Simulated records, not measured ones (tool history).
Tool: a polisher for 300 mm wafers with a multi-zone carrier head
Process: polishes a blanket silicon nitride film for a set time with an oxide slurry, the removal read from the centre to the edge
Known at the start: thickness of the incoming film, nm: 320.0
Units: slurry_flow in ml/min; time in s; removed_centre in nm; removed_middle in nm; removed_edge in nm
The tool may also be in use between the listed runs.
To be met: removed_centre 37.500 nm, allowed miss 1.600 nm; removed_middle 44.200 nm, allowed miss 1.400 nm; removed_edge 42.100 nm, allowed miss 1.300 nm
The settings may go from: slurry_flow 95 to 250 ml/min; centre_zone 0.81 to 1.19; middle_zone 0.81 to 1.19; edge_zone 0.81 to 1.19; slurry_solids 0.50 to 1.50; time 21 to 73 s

run 1 hour=0.0 | slurry_flow=160 centre_zone=1.00 middle_zone=1.00 edge_zone=1.00 slurry_solids=1.00 time=47 | removed_centre=35.161 removed_middle=37.020 removed_edge=35.852
run 2 hour=3.8 | slurry_flow=170 centre_zone=0.99 middle_zone=1.02 edge_zone=1.03 slurry_solids=1.00 time=47 | removed_centre=35.187 removed_middle=38.056 removed_edge=36.499
run 3 hour=6.1 | slurry_flow=180 centre_zone=0.98 middle_zone=1.03 edge_zone=1.06 slurry_solids=1.05 time=47 | removed_centre=36.336 removed_middle=40.410 removed_edge=38.752
run 4 hour=9.7 | slurry_flow=180 centre_zone=0.98 middle_zone=1.03 edge_zone=1.06 slurry_solids=1.05 time=38 | removed_centre=29.303 removed_middle=31.637 removed_edge=31.696
run 5 hour=10.5 | slurry_flow=180 centre_zone=0.98 middle_zone=1.03 edge_zone=1.00 slurry_solids=1.05 time=38 | removed_centre=29.240 removed_middle=32.209 removed_edge=30.392
run 6 hour=11.2 | slurry_flow=180 centre_zone=0.98 middle_zone=1.03 edge_zone=0.93 slurry_solids=1.05 time=38 | removed_centre=29.551 removed_middle=31.957 removed_edge=29.324
run 7 hour=16.0 | slurry_flow=185 centre_zone=0.98 middle_zone=1.05 edge_zone=0.97 slurry_solids=1.15 time=38 | removed_centre=30.391 removed_middle=34.357 removed_edge=31.525
run 8 hour=24.4 | slurry_flow=190 centre_zone=0.99 middle_zone=1.06 edge_zone=1.00 slurry_solids=1.20 time=38 | removed_centre=32.576 removed_middle=35.603 removed_edge=32.868
run 9 hour=32.9 | slurry_flow=195 centre_zone=0.98 middle_zone=1.07 edge_zone=1.03 slurry_solids=1.25 time=38 | removed_centre=31.496 removed_middle=36.808 removed_edge=34.217
run 10 hour=36.0 | slurry_flow=200 centre_zone=0.99 middle_zone=1.08 edge_zone=1.06 slurry_solids=1.30 time=38 | removed_centre=33.957 removed_middle=37.657 removed_edge=35.196
run 11 hour=40.9 | slurry_flow=200 centre_zone=0.89 middle_zone=1.10 edge_zone=1.13 slurry_solids=1.50 time=42 | removed_centre=35.612 removed_middle=45.727 removed_edge=42.399
run 12 hour=46.3 | slurry_flow=200 centre_zone=0.90 middle_zone=1.09 edge_zone=1.13 slurry_solids=1.50 time=42 | removed_centre=35.158 removed_middle=44.753 removed_edge=41.643

Which of these 4 next moves meets every target?
run A hour=51.7 | slurry_flow=215 centre_zone=0.88 middle_zone=1.08 edge_zone=1.12 slurry_solids=1.50 time=40 | removed_centre=? removed_middle=? removed_edge=?
run B hour=51.7 | slurry_flow=185 centre_zone=0.97 middle_zone=1.10 edge_zone=1.05 slurry_solids=1.50 time=45 | removed_centre=? removed_middle=? removed_edge=?
run C hour=51.7 | slurry_flow=165 centre_zone=0.96 middle_zone=1.19 edge_zone=1.07 slurry_solids=1.45 time=42 | removed_centre=? removed_middle=? removed_edge=?
run D hour=51.7 | slurry_flow=195 centre_zone=0.95 middle_zone=1.08 edge_zone=1.09 slurry_solids=1.45 time=43 | removed_centre=? removed_middle=? removed_edge=?

move=A removed_centre=32.815 removed_middle=42.708 removed_edge=41.232
move=B removed_centre=39.706 removed_middle=47.679 removed_edge=44.142
move=C removed_centre=35.398 removed_middle=46.007 removed_edge=40.386
move=D removed_centre=36.998 removed_middle=44.637 removed_edge=42.676
A: further off than the last run
B: takes the result that was furthest off past its target
C: nearer than the last run, and not there yet
D: meets every target
Move D is the one to make.
